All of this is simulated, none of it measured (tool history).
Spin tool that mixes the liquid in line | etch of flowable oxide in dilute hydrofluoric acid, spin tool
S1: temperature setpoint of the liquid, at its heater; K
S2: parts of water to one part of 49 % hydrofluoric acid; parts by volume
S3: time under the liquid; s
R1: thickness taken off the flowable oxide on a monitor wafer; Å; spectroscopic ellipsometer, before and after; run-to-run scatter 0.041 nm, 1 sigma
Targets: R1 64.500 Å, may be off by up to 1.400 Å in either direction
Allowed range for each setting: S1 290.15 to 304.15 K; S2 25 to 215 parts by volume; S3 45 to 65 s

{"run": 1, "day": 0.0, "S1": 296.15, "S2": 120, "S3": 65, "R1": 112.43}
{"run": 2, "day": 0.062, "S1": 296.15, "S2": 120, "S3": 45, "R1": 76.84}
{"run": 3, "day": 0.162, "S1": 296.15, "S2": 150, "S3": 45, "R1": 59.783}
{"run": 4, "day": 0.35, "S1": 296.15, "S2": 110, "S3": 45, "R1": 84.75}
{"run": 5, "day": 0.483, "S1": 294.15, "S2": 110, "S3": 45, "R1": 77.937}
{"run": 6, "day": 0.762, "S1": 294.15, "S2": 110, "S3": 65, "R1": 114.27}
{"run": 7, "day": 0.833, "S1": 294.15, "S2": 130, "S3": 65, "R1": 94.325}
{"run": 8, "day": 0.921, "S1": 294.15, "S2": 145, "S3": 65, "R1": 83.43}
{"run": 9, "day": 1.142, "S1": 294.15, "S2": 155, "S3": 65, "R1": 77.275}
{"run": 10, "day": 1.225, "S1": 294.15, "S2": 155, "S3": 65, "R1": 77.329}

Below are 4 possible settings for the next run. Only one of them brings all results inside the allowed miss of their targets. Which is it?
{"run": "A", "day": 1.308, "S1": 293.15, "S2": 135, "S3": 45, "R1": "?"}
{"run": "B", "day": 1.308, "S1": 294.15, "S2": 175, "S3": 65, "R1": "?"}
{"run": "C", "day": 1.308, "S1": 290.65, "S2": 160, "S3": 65, "R1": "?"}
{"run": "D", "day": 1.308, "S1": 295.65, "S2": 175, "S3": 55, "R1": "?"}

move=A R1=59.592
move=B R1=66.243
move=C R1=64.013
move=D R1=59.382
A: the result that was furthest off in the last run now lies on the other side of its target
B: closes in on the targets versus the last run, not all within tolerance yet
C: in spec on every target
D: the result that was furthest off in the last run now lies on the other side of its target
Correct choice: C, which meets every target
